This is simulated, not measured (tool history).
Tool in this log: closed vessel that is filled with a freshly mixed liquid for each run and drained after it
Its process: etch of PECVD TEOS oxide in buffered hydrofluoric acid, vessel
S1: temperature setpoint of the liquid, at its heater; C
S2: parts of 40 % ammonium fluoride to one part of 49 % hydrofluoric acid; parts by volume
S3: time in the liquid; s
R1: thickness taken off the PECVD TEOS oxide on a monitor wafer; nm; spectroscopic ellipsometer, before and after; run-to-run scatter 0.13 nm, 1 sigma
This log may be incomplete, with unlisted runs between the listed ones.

run  hour    S1    S2  S3      R1
  1   0.0  23.0  16.0  30  24.034
  2   6.0  24.0  16.0  30  25.362
  3   7.4  24.5  16.0  30  26.157
  4  13.8  25.0  16.0  30  26.935
  5  14.9  25.0  16.0  30  26.871
  6  19.4  25.0  18.0  30  23.861
  7  26.9  26.0  18.0  30  25.438
  8  35.4  30.0  18.0  30  31.269

Run 9, settings as shown, results not yet in. Your forecast:
  9  43.7  30.5  17.5  30   ?

Run 9 yielded R1 33.165 nm.

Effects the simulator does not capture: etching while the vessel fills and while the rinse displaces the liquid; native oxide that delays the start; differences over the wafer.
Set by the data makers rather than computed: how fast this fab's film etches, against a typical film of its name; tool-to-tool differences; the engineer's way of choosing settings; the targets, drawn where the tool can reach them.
